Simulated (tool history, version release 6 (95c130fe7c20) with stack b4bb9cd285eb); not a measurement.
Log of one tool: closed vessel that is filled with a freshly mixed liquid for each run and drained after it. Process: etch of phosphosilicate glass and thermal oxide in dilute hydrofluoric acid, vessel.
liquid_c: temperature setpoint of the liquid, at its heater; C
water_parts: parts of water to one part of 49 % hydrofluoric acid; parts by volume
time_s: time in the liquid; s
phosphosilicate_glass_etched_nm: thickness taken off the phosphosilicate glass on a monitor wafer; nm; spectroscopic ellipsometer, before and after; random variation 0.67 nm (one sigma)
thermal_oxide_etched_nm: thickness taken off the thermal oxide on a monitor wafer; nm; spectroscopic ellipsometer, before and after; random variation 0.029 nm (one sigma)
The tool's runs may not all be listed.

run	hour	liquid_c	water_parts	time_s	phosphosilicate_glass_etched_nm	thermal_oxide_etched_nm
1	0.0	21.0	115	60	57.994	2.0550
2	8.4	21.5	115	60	59.077	2.1293
3	9.7	22.0	115	60	58.538	2.1125
4	18.3	19.0	115	60	53.527	1.9278
5	25.7	20.0	115	60	55.489	1.9761
6	29.0	21.5	115	60	59.180	2.0482

The next listed run, before its measurement:
7	31.4	21.5	110	60	?	?

{"run 7": {"phosphosilicate_glass_etched_nm": 61.909, "thermal_oxide_etched_nm": 2.1762}}
